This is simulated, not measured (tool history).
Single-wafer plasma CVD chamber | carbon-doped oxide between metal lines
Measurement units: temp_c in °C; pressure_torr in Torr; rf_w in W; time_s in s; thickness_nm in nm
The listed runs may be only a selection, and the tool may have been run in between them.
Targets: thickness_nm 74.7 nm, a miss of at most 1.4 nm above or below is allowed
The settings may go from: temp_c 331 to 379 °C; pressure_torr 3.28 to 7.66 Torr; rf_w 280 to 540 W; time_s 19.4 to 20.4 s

| run | hour | temp_c | pressure_torr | rf_w | time_s | thickness_nm |
|---|---|---|---|---|---|---|
| 1 | 0 | 355 | 5.47 | 410 | 20.4 | 83.369 |
| 2 | 7.3 | 355 | 5.47 | 440 | 20.4 | 89.096 |
| 3 | 9.2 | 365 | 5.47 | 440 | 20.4 | 86.536 |
| 4 | 15.8 | 366 | 5.28 | 430 | 20.4 | 84.283 |
| 5 | 23.4 | 367 | 5.12 | 420 | 20.4 | 82.082 |
| 6 | 30.7 | 368 | 4.96 | 415 | 20.4 | 80.103 |
| 7 | 39.4 | 369 | 4.76 | 410 | 20.4 | 78.816 |
| 8 | 47.7 | 370 | 4.61 | 410 | 20.4 | 78.483 |

Pick the move, out of 4, that brings all results within their allowed miss; only one does.
| A | 56 | 370 | 4.85 | 400 | 19.7 | ? |
| B | 56 | 377 | 3.95 | 485 | 19.4 | ? |
| C | 56 | 379 | 5.13 | 435 | 20.4 | ? |
| D | 56 | 364 | 4.46 | 385 | 19.4 | ? |

| move | thickness_nm |
|---|---|
| A | 74.383 |
| B | 83.39 |
| C | 82.326 |
| D | 70.853 |
A: meets every target
B: the biggest miss grows against the last run
C: the biggest miss grows against the last run
D: the result that was furthest off in the last run now lies on the other side of its target
Move A is the one to make.
